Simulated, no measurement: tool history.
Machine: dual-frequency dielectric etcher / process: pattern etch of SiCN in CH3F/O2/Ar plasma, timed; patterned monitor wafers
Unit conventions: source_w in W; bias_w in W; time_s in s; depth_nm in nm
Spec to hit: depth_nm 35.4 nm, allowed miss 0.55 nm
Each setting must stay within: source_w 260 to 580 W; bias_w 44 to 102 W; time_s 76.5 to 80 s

run  hour  source_w  bias_w  time_s  depth_nm
  1     0       420      73    76.5    32.375
  2   6.2       420      68    76.5    31.813
  3  13.2       450      69    76.5    33.152
  4  21.2       470      69    76.5    33.874
  5  25.7       470      63    76.5    33.288
  6  26.8       490      63    76.5    34.046
  7  30.6       500      63    76.5      34.3
  8  38.3       510      63    76.5    34.848

Exercise: of the 4 proposed moves below, exactly one satisfies all targets within the stated allowed misses. Which move is it?
  A    46       470      55      80         ?
  B    46       490      65      77         ?
  C    46       490      56    78.5         ?
  D    46       510      62      78         ?

move  depth_nm
   A    33.614
   B    34.323
   C    33.866
   D    35.141
A: further off than the last run
B: further off than the last run
C: further off than the last run
D: each result inside its tolerance
The move that meets every target is D.
